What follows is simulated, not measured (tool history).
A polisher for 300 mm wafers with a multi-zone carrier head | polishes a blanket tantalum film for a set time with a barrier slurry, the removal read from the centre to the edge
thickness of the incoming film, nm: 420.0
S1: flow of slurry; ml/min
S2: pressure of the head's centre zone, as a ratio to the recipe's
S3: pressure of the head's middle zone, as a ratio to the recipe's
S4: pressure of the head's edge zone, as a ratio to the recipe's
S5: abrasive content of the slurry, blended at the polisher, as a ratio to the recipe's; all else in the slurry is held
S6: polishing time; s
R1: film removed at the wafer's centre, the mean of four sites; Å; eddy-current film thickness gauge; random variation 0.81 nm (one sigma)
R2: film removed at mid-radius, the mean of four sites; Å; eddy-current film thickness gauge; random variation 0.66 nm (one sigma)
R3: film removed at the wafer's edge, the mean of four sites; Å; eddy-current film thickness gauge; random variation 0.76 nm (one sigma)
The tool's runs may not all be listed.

run	hour	S1	S2	S3	S4	S5	S6	R1	R2	R3
1	0.0	245	1.00	1.00	1.00	1.00	62	1215.60	1207.00	1219.50
2	4.0	245	1.00	1.00	1.05	1.00	62	1177.30	1210.20	1240.50
3	7.7	245	0.99	0.99	1.03	0.95	59	1115.60	1122.20	1174.70
4	10.8	245	0.99	0.99	1.03	0.95	50	928.20	946.20	980.70
5	16.0	245	0.99	0.99	0.95	0.95	50	917.72	966.36	941.71
6	18.6	240	0.99	0.97	0.94	0.90	49	900.48	901.03	909.38
7	24.1	240	0.98	0.96	0.93	0.85	48	863.43	872.95	885.65
8	30.5	240	0.98	0.95	0.92	0.80	47	842.07	828.62	855.97
9	34.3	240	0.98	0.94	0.91	0.75	47	818.39	814.14	833.30
10	36.1	215	0.97	0.84	0.83	0.50	45	674.63	619.21	674.56

Run 11 comes next. What will it give?
11	39.0	220	0.97	0.85	0.84	0.50	45	?	?	?

R1: 680.63 Å
R2: 622.82 Å
R3: 679.09 Å

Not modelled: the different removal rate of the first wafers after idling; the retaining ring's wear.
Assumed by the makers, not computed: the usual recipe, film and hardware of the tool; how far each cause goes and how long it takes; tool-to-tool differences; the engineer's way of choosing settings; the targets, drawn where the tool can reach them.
